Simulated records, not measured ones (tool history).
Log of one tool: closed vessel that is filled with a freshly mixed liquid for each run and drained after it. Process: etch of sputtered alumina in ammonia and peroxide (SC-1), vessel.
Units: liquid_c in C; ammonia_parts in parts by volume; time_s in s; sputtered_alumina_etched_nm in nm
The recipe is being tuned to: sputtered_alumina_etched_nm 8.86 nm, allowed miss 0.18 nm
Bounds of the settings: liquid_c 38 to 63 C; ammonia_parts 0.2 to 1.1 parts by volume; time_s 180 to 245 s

run 1 hour=0 | liquid_c=47 ammonia_parts=0.6 time_s=245 | sputtered_alumina_etched_nm=12.805
run 2 hour=6.1 | liquid_c=45.5 ammonia_parts=0.6 time_s=245 | sputtered_alumina_etched_nm=11.691
run 3 hour=14 | liquid_c=48.5 ammonia_parts=0.6 time_s=245 | sputtered_alumina_etched_nm=13.852
run 4 hour=22.4 | liquid_c=52.5 ammonia_parts=0.6 time_s=245 | sputtered_alumina_etched_nm=17.318
run 5 hour=29.8 | liquid_c=52.5 ammonia_parts=0.7 time_s=245 | sputtered_alumina_etched_nm=17.439
run 6 hour=34.6 | liquid_c=55 ammonia_parts=0.7 time_s=245 | sputtered_alumina_etched_nm=20.043
run 7 hour=35.9 | liquid_c=52 ammonia_parts=0.7 time_s=245 | sputtered_alumina_etched_nm=16.871
run 8 hour=37.9 | liquid_c=49.5 ammonia_parts=0.7 time_s=245 | sputtered_alumina_etched_nm=14.75
run 9 hour=44.1 | liquid_c=49.5 ammonia_parts=0.7 time_s=245 | sputtered_alumina_etched_nm=14.839
run 10 hour=48.8 | liquid_c=47.5 ammonia_parts=0.7 time_s=245 | sputtered_alumina_etched_nm=13.239
run 11 hour=51.6 | liquid_c=46 ammonia_parts=0.7 time_s=245 | sputtered_alumina_etched_nm=12.219
run 12 hour=55.5 | liquid_c=45 ammonia_parts=0.7 time_s=245 | sputtered_alumina_etched_nm=11.501
run 13 hour=62.2 | liquid_c=44 ammonia_parts=0.7 time_s=245 | sputtered_alumina_etched_nm=10.936

Pick the move, out of 4, that brings all results within their allowed miss; only one does.
run A hour=68.9 | liquid_c=39.5 ammonia_parts=0.8 time_s=245 | sputtered_alumina_etched_nm=?
run B hour=68.9 | liquid_c=45 ammonia_parts=0.65 time_s=180 | sputtered_alumina_etched_nm=?
run C hour=68.9 | liquid_c=45 ammonia_parts=0.5 time_s=185 | sputtered_alumina_etched_nm=?
run D hour=68.9 | liquid_c=47 ammonia_parts=0.35 time_s=180 | sputtered_alumina_etched_nm=?

move=A sputtered_alumina_etched_nm=8.5215
move=B sputtered_alumina_etched_nm=8.4475
move=C sputtered_alumina_etched_nm=8.4674
move=D sputtered_alumina_etched_nm=8.9171
A: takes the result that was furthest off past its target
B: takes the result that was furthest off past its target
C: takes the result that was furthest off past its target
D: each result inside its tolerance
D is the move that brings every result within its allowed miss.

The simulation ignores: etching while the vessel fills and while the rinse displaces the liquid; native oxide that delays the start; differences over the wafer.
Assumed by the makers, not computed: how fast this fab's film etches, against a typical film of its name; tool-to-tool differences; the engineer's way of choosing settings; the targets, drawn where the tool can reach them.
